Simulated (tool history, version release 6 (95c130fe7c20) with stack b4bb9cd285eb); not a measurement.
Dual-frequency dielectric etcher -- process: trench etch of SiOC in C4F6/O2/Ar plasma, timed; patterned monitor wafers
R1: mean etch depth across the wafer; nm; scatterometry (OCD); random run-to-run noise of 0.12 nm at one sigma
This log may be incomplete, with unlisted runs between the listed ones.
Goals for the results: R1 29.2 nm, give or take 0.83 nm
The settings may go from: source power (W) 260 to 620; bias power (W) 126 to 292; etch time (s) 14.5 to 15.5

Run 1, day 0: source power (W) 440, bias power (W) 209, etch time (s) 15.5. Result: R1 37.011 nm.
Run 2, day 0.05: source power (W) 440, bias power (W) 192, etch time (s) 15.5. Result: R1 35.644 nm.
Run 3, day 0.338: source power (W) 490, bias power (W) 192, etch time (s) 15.5. Result: R1 37.468 nm.
Run 4, day 0.667: source power (W) 490, bias power (W) 192, etch time (s) 14.5. Result: R1 34.634 nm.
Run 5, day 0.738: source power (W) 450, bias power (W) 180, etch time (s) 14.5. Result: R1 33.123 nm.
Run 6, day 0.971: source power (W) 420, bias power (W) 174, etch time (s) 14.5. Result: R1 31.842 nm.
Run 7, day 1.258: source power (W) 400, bias power (W) 170, etch time (s) 14.5. Result: R1 30.945 nm.
Run 8, day 1.533: source power (W) 390, bias power (W) 168, etch time (s) 14.5. Result: R1 30.623 nm.
Run 9, day 1.846: source power (W) 380, bias power (W) 166, etch time (s) 14.5. Result: R1 30.307 nm.

Pick the move, out of 5, that brings all results within their allowed miss; only one does.
Run A, day 2.158: source power (W) 390, bias power (W) 171, etch time (s) 14.5. Result: R1 ?.
Run B, day 2.158: source power (W) 390, bias power (W) 157, etch time (s) 15.5. Result: R1 ?.
Run C, day 2.158: source power (W) 360, bias power (W) 193, etch time (s) 14.5. Result: R1 ?.
Run D, day 2.158: source power (W) 390, bias power (W) 151, etch time (s) 15.5. Result: R1 ?.
Run E, day 2.158: source power (W) 360, bias power (W) 145, etch time (s) 15. Result: R1 ?.

move      R1
   A  30.971
   B  32.137
   C  31.454
   D  31.708
   E  29.433
A: the biggest miss grows against the last run
B: the biggest miss grows against the last run
C: the biggest miss grows against the last run
D: the biggest miss grows against the last run
E: all results land within tolerance of their targets
Go with E: it meets all targets.

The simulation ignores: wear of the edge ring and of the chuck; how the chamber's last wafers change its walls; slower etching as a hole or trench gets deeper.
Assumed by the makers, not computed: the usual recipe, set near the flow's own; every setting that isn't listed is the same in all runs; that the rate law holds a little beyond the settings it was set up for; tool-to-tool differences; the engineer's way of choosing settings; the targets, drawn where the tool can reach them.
